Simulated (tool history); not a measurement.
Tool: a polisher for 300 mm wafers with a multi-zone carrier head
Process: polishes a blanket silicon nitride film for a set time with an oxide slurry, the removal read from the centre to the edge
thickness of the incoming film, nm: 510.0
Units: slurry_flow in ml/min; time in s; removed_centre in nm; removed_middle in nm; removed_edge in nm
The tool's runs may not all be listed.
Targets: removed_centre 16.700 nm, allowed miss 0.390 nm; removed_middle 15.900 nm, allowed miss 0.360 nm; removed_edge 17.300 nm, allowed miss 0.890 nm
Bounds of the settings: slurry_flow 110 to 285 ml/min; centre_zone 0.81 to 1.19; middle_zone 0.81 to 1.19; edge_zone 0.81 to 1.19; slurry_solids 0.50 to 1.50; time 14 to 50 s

run	day	slurry_flow	centre_zone	middle_zone	edge_zone	slurry_solids	time	removed_centre	removed_middle	removed_edge
1	0.000	180	1.00	1.00	1.00	1.00	32	29.751	30.056	30.157
2	0.050	180	1.00	1.04	1.00	1.00	32	29.911	31.291	29.386
3	0.079	180	1.00	1.04	1.00	1.00	27	25.308	26.760	26.176
4	0.329	150	1.00	1.04	1.00	1.00	27	23.899	25.113	25.746
5	0.525	150	1.00	1.04	0.95	1.00	27	23.969	25.332	24.134
6	0.821	150	1.00	1.04	0.95	0.80	27	21.501	22.550	21.782
7	0.925	145	0.98	0.99	0.92	0.75	27	20.286	20.825	20.696
8	1.300	145	0.98	0.99	0.92	0.75	27	20.237	20.585	20.704
9	1.446	140	0.96	0.95	0.89	0.70	27	18.891	19.216	19.988
10	1.717	140	0.96	0.93	0.87	0.65	27	18.219	18.145	18.837
11	1.896	135	0.96	0.91	0.85	0.65	27	18.033	17.719	19.168
12	2.133	140	0.96	0.90	0.84	0.60	27	17.421	16.761	18.132
13	2.250	140	0.96	0.90	0.83	0.60	27	17.235	16.735	17.761
14	2.567	140	0.96	0.89	0.82	0.60	27	17.399	16.552	17.821
15	2.871	135	0.95	0.88	0.81	0.60	27	17.248	16.334	17.428
# day 2.950: slurry nozzle cleaned
16	2.950	130	0.94	0.88	0.81	0.60	27	17.658	17.225	18.280
17	3.321	145	0.94	0.88	0.81	0.60	27	18.342	17.373	18.103
18	3.504	140	0.95	0.88	0.81	0.60	27	18.084	17.290	18.347
19	3.596	135	0.96	0.88	0.81	0.60	27	18.234	17.015	18.184
20	3.621	145	0.95	0.87	0.81	0.60	27	18.293	17.258	18.732
21	3.842	145	0.95	0.87	0.81	0.60	27	18.611	17.208	18.397
22	3.912	125	0.90	0.85	0.81	0.50	27	15.194	14.733	16.148
23	4.000	135	0.90	0.85	0.81	0.50	27	15.460	15.013	16.213
24	4.025	145	0.90	0.85	0.82	0.50	27	15.805	15.248	16.633
25	4.262	150	0.90	0.85	0.82	0.50	27	16.021	15.283	16.267
26	4.283	150	0.91	0.85	0.83	0.50	27	16.092	15.378	16.541

5 next moves are on the table. One of them brings every result within its allowed miss. Which?
A	4.304	225	0.92	0.97	0.81	0.50	24	?	?	?
B	4.304	180	0.91	0.89	0.82	0.50	25	?	?	?
C	4.304	240	0.97	0.91	0.81	0.50	24	?	?	?
D	4.304	190	0.88	0.83	0.81	0.55	26	?	?	?
E	4.304	150	0.94	0.81	0.81	0.80	21	?	?	?

move	removed_centre	removed_middle	removed_edge
A	15.563	16.311	15.540
B	15.456	15.279	15.859
C	16.372	15.591	15.651
D	16.757	16.044	17.538
E	16.656	14.932	16.863
A: further off than the last run
B: further off than the last run
C: brings the result that was furthest off to its target, and leaves another outside
D: meets every target
E: brings the result that was furthest off to its target, and leaves another outside
Move D is the one to make.
